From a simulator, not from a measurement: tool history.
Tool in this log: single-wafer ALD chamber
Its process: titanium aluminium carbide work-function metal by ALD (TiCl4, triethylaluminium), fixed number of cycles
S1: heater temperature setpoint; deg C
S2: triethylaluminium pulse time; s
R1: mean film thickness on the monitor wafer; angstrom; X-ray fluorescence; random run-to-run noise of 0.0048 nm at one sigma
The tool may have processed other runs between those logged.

run 1 hour=0 | S1=285 S2=7.23 | R1=16.247
run 2 hour=7 | S1=285 S2=5.27 | R1=14.206
run 3 hour=11.2 | S1=288 S2=5.91 | R1=15.194
run 4 hour=18.5 | S1=291 S2=6.34 | R1=15.836
-- hour=26.3 triethylaluminium bottle replaced
run 5 hour=26.3 | S1=294 S2=6.72 | R1=17.88
run 6 hour=33.5 | S1=294 S2=7.8 | R1=18.555
run 7 hour=39.6 | S1=295 S2=7.81 | R1=18.649
run 8 hour=43.7 | S1=296 S2=7.82 | R1=18.653

Run 9 has not been measured yet. What should we expect?
run 9 hour=51.3 | S1=297 S2=7.83 | R1=?

R1: 18.826 angstrom
